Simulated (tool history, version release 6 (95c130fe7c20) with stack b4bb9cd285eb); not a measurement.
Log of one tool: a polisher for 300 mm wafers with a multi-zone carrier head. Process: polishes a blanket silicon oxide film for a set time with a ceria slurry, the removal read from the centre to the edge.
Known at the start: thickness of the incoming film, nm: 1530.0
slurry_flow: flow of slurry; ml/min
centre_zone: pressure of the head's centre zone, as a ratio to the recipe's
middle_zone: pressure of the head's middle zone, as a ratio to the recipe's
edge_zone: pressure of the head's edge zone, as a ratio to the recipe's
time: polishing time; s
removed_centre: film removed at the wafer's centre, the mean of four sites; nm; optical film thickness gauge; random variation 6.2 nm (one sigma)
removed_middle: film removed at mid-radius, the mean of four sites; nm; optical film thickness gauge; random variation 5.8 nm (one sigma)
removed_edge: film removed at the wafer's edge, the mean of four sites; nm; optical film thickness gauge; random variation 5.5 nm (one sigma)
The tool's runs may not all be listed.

{"run": 1, "hour": 0.0, "slurry_flow": 310, "centre_zone": 1.0, "middle_zone": 1.0, "edge_zone": 1.0, "time": 68, "removed_centre": 504.83, "removed_middle": 518.37, "removed_edge": 534.35}
{"run": 2, "hour": 3.1, "slurry_flow": 320, "centre_zone": 1.03, "middle_zone": 1.02, "edge_zone": 1.04, "time": 73, "removed_centre": 563.86, "removed_middle": 574.05, "removed_edge": 572.1}
{"run": 3, "hour": 7.3, "slurry_flow": 315, "centre_zone": 1.04, "middle_zone": 1.0, "edge_zone": 1.05, "time": 79, "removed_centre": 604.47, "removed_middle": 613.59, "removed_edge": 624.89}
{"run": 4, "hour": 14.7, "slurry_flow": 265, "centre_zone": 1.04, "middle_zone": 1.0, "edge_zone": 1.05, "time": 79, "removed_centre": 597.72, "removed_middle": 598.12, "removed_edge": 625.8}
{"run": 5, "hour": 22.5, "slurry_flow": 250, "centre_zone": 1.06, "middle_zone": 1.0, "edge_zone": 1.06, "time": 83, "removed_centre": 638.76, "removed_middle": 627.25, "removed_edge": 656.28}
{"run": 6, "hour": 26.5, "slurry_flow": 210, "centre_zone": 1.06, "middle_zone": 1.0, "edge_zone": 1.06, "time": 83, "removed_centre": 628.78, "removed_middle": 625.95, "removed_edge": 641.03}

Forecast run 7:
{"run": 7, "hour": 30.9, "slurry_flow": 250, "centre_zone": 1.08, "middle_zone": 1.01, "edge_zone": 1.09, "time": 85, "removed_centre": "?", "removed_middle": "?", "removed_edge": "?"}

{"run 7": {"removed_centre": 669.75, "removed_middle": 636.74, "removed_edge": 678.14}}

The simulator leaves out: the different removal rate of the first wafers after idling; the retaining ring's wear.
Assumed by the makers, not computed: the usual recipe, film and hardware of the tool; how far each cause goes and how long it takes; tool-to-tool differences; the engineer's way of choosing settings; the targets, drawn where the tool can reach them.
